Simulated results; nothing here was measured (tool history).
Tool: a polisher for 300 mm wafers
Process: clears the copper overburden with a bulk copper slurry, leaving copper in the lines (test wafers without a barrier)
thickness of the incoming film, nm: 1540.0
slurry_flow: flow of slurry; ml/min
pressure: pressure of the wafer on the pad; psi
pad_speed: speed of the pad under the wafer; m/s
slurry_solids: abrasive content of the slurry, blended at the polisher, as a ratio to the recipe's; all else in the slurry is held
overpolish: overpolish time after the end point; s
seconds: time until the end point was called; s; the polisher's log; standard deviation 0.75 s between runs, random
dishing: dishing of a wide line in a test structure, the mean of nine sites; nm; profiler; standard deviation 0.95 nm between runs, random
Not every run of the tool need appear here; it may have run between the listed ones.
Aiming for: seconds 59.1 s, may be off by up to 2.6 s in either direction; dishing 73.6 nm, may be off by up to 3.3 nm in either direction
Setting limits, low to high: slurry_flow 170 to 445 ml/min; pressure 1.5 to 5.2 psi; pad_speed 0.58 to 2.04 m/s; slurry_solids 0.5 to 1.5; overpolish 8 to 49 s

{"run": 1, "hour": 0.0, "slurry_flow": 285, "pressure": 3.3, "pad_speed": 1.3, "slurry_solids": 1, "overpolish": 25, "seconds": 102.52, "dishing": 77.945}
{"run": 2, "hour": 3.0, "slurry_flow": 285, "pressure": 3.4, "pad_speed": 1.4, "slurry_solids": 1, "overpolish": 22, "seconds": 92.185, "dishing": 78.267}
{"run": 3, "hour": 10.1, "slurry_flow": 290, "pressure": 3.4, "pad_speed": 1.5, "slurry_solids": 1, "overpolish": 19, "seconds": 87.947, "dishing": 75.508}
{"run": 4, "hour": 18.7, "slurry_flow": 290, "pressure": 3.1, "pad_speed": 1.5, "slurry_solids": 1, "overpolish": 19, "seconds": 96.052, "dishing": 75.45}
{"run": 5, "hour": 19.6, "slurry_flow": 300, "pressure": 3.3, "pad_speed": 1.56, "slurry_solids": 1, "overpolish": 17, "seconds": 87.06, "dishing": 74.127}
{"run": 6, "hour": 21.8, "slurry_flow": 300, "pressure": 4.1, "pad_speed": 1.56, "slurry_solids": 1, "overpolish": 17, "seconds": 69.217, "dishing": 79.202}
{"run": 7, "hour": 22.8, "slurry_flow": 310, "pressure": 4.1, "pad_speed": 1.62, "slurry_solids": 1, "overpolish": 15, "seconds": 67.44, "dishing": 81.1}
{"run": 8, "hour": 30.8, "slurry_flow": 285, "pressure": 4, "pad_speed": 1.7, "slurry_solids": 1, "overpolish": 14, "seconds": 65.186, "dishing": 77.075}
{"run": 9, "hour": 34.5, "slurry_flow": 275, "pressure": 4, "pad_speed": 1.72, "slurry_solids": 1, "overpolish": 13, "seconds": 64.29, "dishing": 77.109}
{"run": 10, "hour": 35.0, "slurry_flow": 260, "pressure": 4, "pad_speed": 1.74, "slurry_solids": 1, "overpolish": 12, "seconds": 65.221, "dishing": 77.623}
{"run": 11, "hour": 42.6, "slurry_flow": 260, "pressure": 3.9, "pad_speed": 1.8, "slurry_solids": 1, "overpolish": 11, "seconds": 65.448, "dishing": 75.76}

Exactly one of the 5 candidate moves below puts every result within its allowed miss. Which one?
{"run": "A", "hour": 50.2, "slurry_flow": 305, "pressure": 4.4, "pad_speed": 1.64, "slurry_solids": 1.3, "overpolish": 8, "seconds": "?", "dishing": "?"}
{"run": "B", "hour": 50.2, "slurry_flow": 215, "pressure": 3.5, "pad_speed": 1.92, "slurry_solids": 1.15, "overpolish": 11, "seconds": "?", "dishing": "?"}
{"run": "C", "hour": 50.2, "slurry_flow": 220, "pressure": 4.1, "pad_speed": 2.04, "slurry_solids": 1.1, "overpolish": 17, "seconds": "?", "dishing": "?"}
{"run": "D", "hour": 50.2, "slurry_flow": 250, "pressure": 3.9, "pad_speed": 1.7, "slurry_solids": 1, "overpolish": 16, "seconds": "?", "dishing": "?"}
{"run": "E", "hour": 50.2, "slurry_flow": 250, "pressure": 3.5, "pad_speed": 1.9, "slurry_solids": 1.2, "overpolish": 10, "seconds": "?", "dishing": "?"}

move=A seconds=57.83 dishing=74.929
move=B seconds=66.346 dishing=76.14
move=C seconds=54.166 dishing=81.736
move=D seconds=68.221 dishing=80.217
move=E seconds=65.331 dishing=75.037
A: in spec on every target
B: its largest miss is bigger than the last run's
C: carries the result that was furthest off beyond its target, to the other side
D: its largest miss is bigger than the last run's
E: no better and no worse than the last run
Move A is the one to make.
